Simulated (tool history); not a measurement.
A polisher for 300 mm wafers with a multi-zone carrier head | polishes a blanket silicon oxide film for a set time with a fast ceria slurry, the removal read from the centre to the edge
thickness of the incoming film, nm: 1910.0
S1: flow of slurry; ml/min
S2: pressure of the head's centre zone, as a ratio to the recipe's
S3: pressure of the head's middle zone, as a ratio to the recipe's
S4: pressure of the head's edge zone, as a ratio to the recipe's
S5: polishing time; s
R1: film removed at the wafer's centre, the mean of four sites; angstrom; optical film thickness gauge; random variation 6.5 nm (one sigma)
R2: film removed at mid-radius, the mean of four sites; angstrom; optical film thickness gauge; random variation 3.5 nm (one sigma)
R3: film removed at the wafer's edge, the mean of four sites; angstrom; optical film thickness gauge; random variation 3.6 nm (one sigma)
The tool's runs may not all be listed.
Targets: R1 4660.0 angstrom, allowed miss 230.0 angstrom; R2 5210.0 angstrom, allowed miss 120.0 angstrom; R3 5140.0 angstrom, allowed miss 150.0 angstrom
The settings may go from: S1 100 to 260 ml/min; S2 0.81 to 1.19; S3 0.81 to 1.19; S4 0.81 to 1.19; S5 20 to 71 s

{"run": 1, "day": 0.0, "S1": 165, "S2": 1.0, "S3": 1.0, "S4": 1.0, "S5": 45, "R1": 7866.9, "R2": 7830.9, "R3": 7629.7}
{"run": 2, "day": 0.062, "S1": 155, "S2": 0.95, "S3": 0.98, "S4": 0.96, "S5": 41, "R1": 6780.9, "R2": 6799.2, "R3": 6718.9}
{"run": 3, "day": 0.121, "S1": 155, "S2": 1.0, "S3": 0.98, "S4": 0.96, "S5": 41, "R1": 6932.2, "R2": 6837.7, "R3": 6693.8}
{"run": 4, "day": 0.242, "S1": 190, "S2": 1.0, "S3": 0.98, "S4": 0.96, "S5": 41, "R1": 7223.8, "R2": 7139.0, "R3": 6865.6}
{"run": 5, "day": 0.396, "S1": 165, "S2": 1.0, "S3": 0.98, "S4": 0.96, "S5": 41, "R1": 7000.2, "R2": 6960.5, "R3": 6776.7}
{"run": 6, "day": 0.525, "S1": 150, "S2": 0.94, "S3": 0.98, "S4": 0.94, "S5": 38, "R1": 6060.8, "R2": 6414.4, "R3": 6160.1}
{"run": 7, "day": 0.667, "S1": 110, "S2": 0.84, "S3": 0.89, "S4": 0.85, "S5": 32, "R1": 4224.0, "R2": 4613.2, "R3": 4709.4}
{"run": 8, "day": 0.888, "S1": 110, "S2": 0.84, "S3": 0.89, "S4": 0.85, "S5": 32, "R1": 4179.0, "R2": 4523.2, "R3": 4710.9}
{"run": 9, "day": 1.008, "S1": 135, "S2": 0.84, "S3": 0.9, "S4": 0.86, "S5": 32, "R1": 4428.3, "R2": 4846.1, "R3": 4874.0}
{"run": 10, "day": 1.067, "S1": 145, "S2": 0.84, "S3": 0.9, "S4": 0.87, "S5": 32, "R1": 4576.4, "R2": 4988.6, "R3": 4948.7}
{"run": 11, "day": 1.304, "S1": 150, "S2": 0.83, "S3": 0.9, "S4": 0.88, "S5": 32, "R1": 4553.7, "R2": 5001.7, "R3": 5017.9}
{"run": 12, "day": 1.483, "S1": 155, "S2": 0.83, "S3": 0.9, "S4": 0.88, "S5": 32, "R1": 4482.2, "R2": 5032.0, "R3": 5043.6}

Which of these 4 next moves meets every target?
{"run": "A", "day": 1.662, "S1": 150, "S2": 0.9, "S3": 1.02, "S4": 0.81, "S5": 31, "R1": "?", "R2": "?", "R3": "?"}
{"run": "B", "day": 1.662, "S1": 160, "S2": 0.85, "S3": 0.87, "S4": 0.88, "S5": 32, "R1": "?", "R2": "?", "R3": "?"}
{"run": "C", "day": 1.662, "S1": 150, "S2": 0.88, "S3": 0.85, "S4": 0.84, "S5": 32, "R1": "?", "R2": "?", "R3": "?"}
{"run": "D", "day": 1.662, "S1": 165, "S2": 0.83, "S3": 0.92, "S4": 0.88, "S5": 32, "R1": "?", "R2": "?", "R3": "?"}

move=A R1=4706.5 R2=5383.3 R3=4692.5
move=B R1=4669.9 R2=4930.8 R3=5071.6
move=C R1=4751.4 R2=4773.0 R3=4927.6
move=D R1=4599.8 R2=5196.1 R3=5090.3
A: takes the result that was furthest off past its target
B: further off than the last run
C: further off than the last run
D: meets every target
The right move is D.
